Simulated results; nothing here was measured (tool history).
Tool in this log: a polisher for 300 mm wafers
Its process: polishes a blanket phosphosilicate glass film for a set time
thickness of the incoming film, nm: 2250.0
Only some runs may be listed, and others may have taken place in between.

| run | hour | flow of slurry (ml/min) | pressure of the wafer on the pad (kPa) | speed of the pad under the wafer (cm/s) | abrasive content of the slurry | polishing time (s) | film removed (Å) |
|---|---|---|---|---|---|---|---|
| 1 | 0.0 | 235 | 15.9 | 112 | 1.00 | 87 | 5441.6 |
| 2 | 2.1 | 235 | 15.9 | 112 | 1.00 | 91 | 5686.1 |
| 3 | 8.8 | 235 | 17.9 | 118 | 1.00 | 91 | 6655.4 |
| 4 | 13.2 | 235 | 20.7 | 118 | 1.00 | 91 | 7650.8 |
| 5 | 21.9 | 235 | 22.8 | 118 | 1.00 | 91 | 8471.6 |
| 6 | 25.5 | 235 | 22.8 | 118 | 0.90 | 91 | 7850.2 |
| 7 | 28.6 | 235 | 23.4 | 130 | 0.90 | 91 | 9023.3 |

Predict the results of run 8:
| 8 | 30.0 | 240 | 24.8 | 158 | 0.95 | 91 | ? |

{"run 8": {"film removed (Å)": 11044.0}}
